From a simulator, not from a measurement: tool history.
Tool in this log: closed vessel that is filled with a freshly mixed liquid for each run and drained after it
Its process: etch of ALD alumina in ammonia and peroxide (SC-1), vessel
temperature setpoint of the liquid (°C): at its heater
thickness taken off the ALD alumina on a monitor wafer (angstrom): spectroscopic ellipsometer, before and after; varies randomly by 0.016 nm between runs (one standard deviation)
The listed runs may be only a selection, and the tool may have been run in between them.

run	hour	temperature setpoint of the liquid (°C)	parts of 29 % ammonia solution to one part of 30 % peroxide (parts by volume)	time in the liquid (s)	thickness taken off the ALD alumina on a monitor wafer (angstrom)
1	0.0	55.0	0.45	115	68.241
2	1.3	53.0	0.45	115	61.141
3	9.9	53.0	0.55	115	62.266
4	16.0	53.0	0.45	115	61.028
5	21.9	46.0	0.45	115	41.702
6	26.6	47.0	0.45	115	44.095
7	31.9	47.5	0.45	115	45.172

What will run 8 give?
8	34.8	47.5	0.45	115	?

thickness taken off the ALD alumina on a monitor wafer (angstrom): 45.307
